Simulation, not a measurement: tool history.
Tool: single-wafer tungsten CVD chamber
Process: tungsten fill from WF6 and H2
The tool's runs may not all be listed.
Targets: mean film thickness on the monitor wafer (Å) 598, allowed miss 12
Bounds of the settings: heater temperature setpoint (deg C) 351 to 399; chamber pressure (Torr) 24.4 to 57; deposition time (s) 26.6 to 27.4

run,hour,heater temperature setpoint (deg C),chamber pressure (Torr),deposition time (s),mean film thickness on the monitor wafer (Å)
1,0,375,40.7,26.6,497.24
2,7,382,40.7,26.6,565.15
3,11.8,382,40.7,26.6,564.66
4,18.9,383,40.7,26.6,573.83
5,26.9,389,40.7,26.6,636.36
6,29.8,379,40.7,26.6,539.85
7,36,380,40.7,26.6,544.75
8,36.8,381,40.7,26.6,555.61
9,43.8,382,40.7,26.6,564.15
# hour 47.2: thermocouple changed; heater temperature recalibrated
10,47.2,383,40.7,26.6,613.1

Which of these 5 next moves meets every target?
A,50.6,383,40.8,27.4,?
B,50.6,383,40.7,27.1,?
C,50.6,383,42.7,26.6,?
D,50.6,378,45.5,26.6,?
E,50.6,386,39.5,26.6,?

move,mean film thickness on the monitor wafer (Å)
A,630.36
B,622.49
C,629.1
D,597.37
E,632.16
A: further off than the last run
B: further off than the last run
C: further off than the last run
D: meets every target
E: further off than the last run
Answer: D
